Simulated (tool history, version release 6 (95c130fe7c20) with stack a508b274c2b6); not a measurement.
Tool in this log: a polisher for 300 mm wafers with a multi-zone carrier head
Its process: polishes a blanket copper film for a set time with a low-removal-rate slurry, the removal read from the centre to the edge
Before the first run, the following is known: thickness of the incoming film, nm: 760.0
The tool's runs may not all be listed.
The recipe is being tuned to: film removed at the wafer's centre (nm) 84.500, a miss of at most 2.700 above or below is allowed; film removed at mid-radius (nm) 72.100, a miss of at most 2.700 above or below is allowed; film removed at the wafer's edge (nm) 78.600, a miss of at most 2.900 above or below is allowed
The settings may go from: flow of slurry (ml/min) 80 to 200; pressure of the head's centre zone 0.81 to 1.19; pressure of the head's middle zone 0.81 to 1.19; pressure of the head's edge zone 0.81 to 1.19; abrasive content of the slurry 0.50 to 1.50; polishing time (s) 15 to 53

run	day	flow of slurry (ml/min)	pressure of the head's centre zone	pressure of the head's middle zone	pressure of the head's edge zone	abrasive content of the slurry	polishing time (s)	film removed at the wafer's centre (nm)	film removed at mid-radius (nm)	film removed at the wafer's edge (nm)
1	0.000	130	1.00	1.00	1.00	1.00	34	103.170	102.590	102.670
2	0.104	125	1.00	0.97	0.97	0.90	34	99.296	95.817	96.991
3	0.350	125	1.00	1.00	0.97	0.90	34	99.542	99.274	97.357
4	0.488	125	1.08	1.00	0.97	0.90	34	107.190	99.784	96.994
5	0.529	105	1.08	1.00	0.97	0.90	34	101.290	94.262	94.199
6	0.575	105	1.08	1.00	0.97	0.70	34	96.655	89.354	88.645
7	0.829	100	1.07	0.97	0.96	0.65	34	91.993	84.540	86.099
8	0.967	95	1.07	0.95	0.95	0.65	34	88.984	80.442	82.418

Pick the move, out of 5, that brings all results within their allowed miss; only one does.
A	1.104	105	1.17	0.99	0.88	0.50	33	?	?	?
B	1.104	100	1.07	0.89	0.94	0.70	31	?	?	?
C	1.104	80	1.12	0.81	1.07	0.85	32	?	?	?
D	1.104	130	1.07	0.88	0.91	0.70	31	?	?	?
E	1.104	90	1.07	1.04	0.92	0.60	38	?	?	?

move	film removed at the wafer's centre (nm)	film removed at mid-radius (nm)	film removed at the wafer's edge (nm)
A	92.018	79.321	75.692
B	84.225	72.641	78.571
C	86.160	66.778	85.644
D	91.649	77.458	81.433
E	95.546	94.380	89.598
A: nearer the targets than the last run, but a result is still out of spec
B: hits every target within its allowed miss
C: takes the biggest miss from the last run beyond its target
D: nearer the targets than the last run, but a result is still out of spec
E: further off than the last run
B meets every target.

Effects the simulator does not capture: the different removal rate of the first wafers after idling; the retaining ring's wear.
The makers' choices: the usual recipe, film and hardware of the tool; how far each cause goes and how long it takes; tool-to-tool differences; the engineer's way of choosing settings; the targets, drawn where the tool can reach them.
